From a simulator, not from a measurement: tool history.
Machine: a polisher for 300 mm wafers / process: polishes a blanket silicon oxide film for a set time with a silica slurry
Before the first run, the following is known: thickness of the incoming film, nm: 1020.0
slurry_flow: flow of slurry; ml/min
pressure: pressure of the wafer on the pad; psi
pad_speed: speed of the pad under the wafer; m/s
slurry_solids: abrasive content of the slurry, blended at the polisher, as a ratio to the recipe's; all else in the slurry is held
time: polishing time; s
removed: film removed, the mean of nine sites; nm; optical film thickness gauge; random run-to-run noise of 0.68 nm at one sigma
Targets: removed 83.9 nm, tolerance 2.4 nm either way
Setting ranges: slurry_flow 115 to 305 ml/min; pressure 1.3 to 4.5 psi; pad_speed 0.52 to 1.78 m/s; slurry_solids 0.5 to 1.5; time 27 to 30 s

{"run": 1, "day": 0.0, "slurry_flow": 195, "pressure": 2.9, "pad_speed": 1.14, "slurry_solids": 1, "time": 30, "removed": 69.988}
{"run": 2, "day": 0.212, "slurry_flow": 195, "pressure": 2.9, "pad_speed": 1.14, "slurry_solids": 1, "time": 30, "removed": 70.062}
{"run": 3, "day": 0.275, "slurry_flow": 195, "pressure": 2.9, "pad_speed": 1.14, "slurry_solids": 1, "time": 30, "removed": 68.994}
{"run": 4, "day": 0.588, "slurry_flow": 195, "pressure": 2.2, "pad_speed": 1.14, "slurry_solids": 1, "time": 30, "removed": 53.081}
{"run": 5, "day": 0.767, "slurry_flow": 200, "pressure": 2.4, "pad_speed": 1.14, "slurry_solids": 1, "time": 30, "removed": 56.824}
{"run": 6, "day": 0.792, "slurry_flow": 200, "pressure": 2.1, "pad_speed": 1.14, "slurry_solids": 1, "time": 30, "removed": 50.898}
{"run": 7, "day": 0.871, "slurry_flow": 200, "pressure": 2.1, "pad_speed": 1.14, "slurry_solids": 1, "time": 30, "removed": 50.861}
{"run": 8, "day": 1.1, "slurry_flow": 200, "pressure": 2.3, "pad_speed": 1.14, "slurry_solids": 1, "time": 30, "removed": 55.715}
{"run": 9, "day": 1.225, "slurry_flow": 210, "pressure": 2.5, "pad_speed": 1.14, "slurry_solids": 1, "time": 30, "removed": 60.812}
{"run": 10, "day": 1.454, "slurry_flow": 225, "pressure": 2.6, "pad_speed": 1.14, "slurry_solids": 1, "time": 30, "removed": 64.16}
{"run": 11, "day": 1.604, "slurry_flow": 235, "pressure": 2.7, "pad_speed": 1.14, "slurry_solids": 1, "time": 30, "removed": 67.009}
{"run": 12, "day": 1.65, "slurry_flow": 240, "pressure": 2.8, "pad_speed": 1.14, "slurry_solids": 1, "time": 30, "removed": 68.512}

Of the 5 settings listed for the next run, only one would bring every result within its allowed miss of target. Which one?
{"run": "A", "day": 1.696, "slurry_flow": 225, "pressure": 3.3, "pad_speed": 1.38, "slurry_solids": 1.1, "time": 29, "removed": "?"}
{"run": "B", "day": 1.696, "slurry_flow": 290, "pressure": 3.3, "pad_speed": 1.1, "slurry_solids": 1.1, "time": 30, "removed": "?"}
{"run": "C", "day": 1.696, "slurry_flow": 305, "pressure": 2.8, "pad_speed": 1.7, "slurry_solids": 1.05, "time": 30, "removed": "?"}
{"run": "D", "day": 1.696, "slurry_flow": 265, "pressure": 3.8, "pad_speed": 1.34, "slurry_solids": 0.85, "time": 29, "removed": "?"}
{"run": "E", "day": 1.696, "slurry_flow": 290, "pressure": 3.4, "pad_speed": 1.28, "slurry_solids": 1.1, "time": 29, "removed": "?"}

move=A removed=89.551
move=B removed=84.835
move=C removed=88.606
move=D removed=88.281
move=E removed=90.902
A: takes the result that was furthest off past its target
B: each result inside its tolerance
C: takes the result that was furthest off past its target
D: takes the result that was furthest off past its target
E: takes the result that was furthest off past its target
The right move is B.

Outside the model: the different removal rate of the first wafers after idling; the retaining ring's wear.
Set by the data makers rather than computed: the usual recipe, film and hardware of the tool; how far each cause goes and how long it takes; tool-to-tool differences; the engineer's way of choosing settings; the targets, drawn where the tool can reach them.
